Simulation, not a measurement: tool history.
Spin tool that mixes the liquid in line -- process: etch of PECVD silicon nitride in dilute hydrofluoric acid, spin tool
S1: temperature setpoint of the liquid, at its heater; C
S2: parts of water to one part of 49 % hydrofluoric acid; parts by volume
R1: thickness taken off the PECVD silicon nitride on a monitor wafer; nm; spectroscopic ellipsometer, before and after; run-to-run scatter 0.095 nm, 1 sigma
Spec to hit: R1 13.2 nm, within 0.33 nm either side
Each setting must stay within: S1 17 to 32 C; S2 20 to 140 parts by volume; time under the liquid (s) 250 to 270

Run 1, hour 0: S1 24 C, S2 75 parts by volume, time under the liquid (s) 250. Result: R1 7.6949 nm.
Run 2, hour 2.5: S1 24 C, S2 60 parts by volume, time under the liquid (s) 250. Result: R1 9.6568 nm.
Run 3, hour 4.3: S1 20.5 C, S2 60 parts by volume, time under the liquid (s) 250. Result: R1 7.5874 nm.
Run 4, hour 5.2: S1 21.5 C, S2 60 parts by volume, time under the liquid (s) 250. Result: R1 8.1223 nm.
Run 5, hour 6.4: S1 22.5 C, S2 60 parts by volume, time under the liquid (s) 250. Result: R1 8.7092 nm.
Run 6, hour 10.3: S1 19.5 C, S2 60 parts by volume, time under the liquid (s) 250. Result: R1 7.0807 nm.
Run 7, hour 12.9: S1 20.5 C, S2 60 parts by volume, time under the liquid (s) 250. Result: R1 7.5965 nm.
Run 8, hour 16.2: S1 21.5 C, S2 60 parts by volume, time under the liquid (s) 250. Result: R1 8.1748 nm.
Run 9, hour 20.3: S1 22.5 C, S2 60 parts by volume, time under the liquid (s) 250. Result: R1 8.7392 nm.
Run 10, hour 21.5: S1 23.5 C, S2 60 parts by volume, time under the liquid (s) 250. Result: R1 9.4193 nm.
Run 11, hour 24.1: S1 24 C, S2 60 parts by volume, time under the liquid (s) 250. Result: R1 9.5948 nm.
Run 12, hour 27.1: S1 24.5 C, S2 60 parts by volume, time under the liquid (s) 250. Result: R1 10.08 nm.
Run 13, hour 35.8: S1 25 C, S2 60 parts by volume, time under the liquid (s) 250. Result: R1 10.252 nm.
Run 14, hour 39.1: S1 25.5 C, S2 60 parts by volume, time under the liquid (s) 250. Result: R1 10.611 nm.
Run 15, hour 45.5: S1 26 C, S2 60 parts by volume, time under the liquid (s) 250. Result: R1 11.069 nm.
Run 16, hour 50.1: S1 26.5 C, S2 60 parts by volume, time under the liquid (s) 250. Result: R1 11.401 nm.
Run 17, hour 53.4: S1 27 C, S2 60 parts by volume, time under the liquid (s) 250. Result: R1 11.714 nm.
Run 18, hour 59: S1 28 C, S2 60 parts by volume, time under the liquid (s) 250. Result: R1 12.61 nm.

Consider the 4 candidate settings below. Which is the only one whose results all fall within their allowed miss of target?
Run A, hour 64.6: S1 27.5 C, S2 55 parts by volume, time under the liquid (s) 265. Result: R1 ?.
Run B, hour 64.6: S1 31 C, S2 70 parts by volume, time under the liquid (s) 270. Result: R1 ?.
Run C, hour 64.6: S1 25.5 C, S2 50 parts by volume, time under the liquid (s) 270. Result: R1 ?.
Run D, hour 64.6: S1 31.5 C, S2 75 parts by volume, time under the liquid (s) 265. Result: R1 ?.

move      R1
   A  14.045
   B   14.11
   C  13.771
   D  13.338
A: the result that was furthest off in the last run now lies on the other side of its target
B: the result that was furthest off in the last run now lies on the other side of its target
C: the result that was furthest off in the last run now lies on the other side of its target
D: every result within its allowed miss
Move D is the one to make.
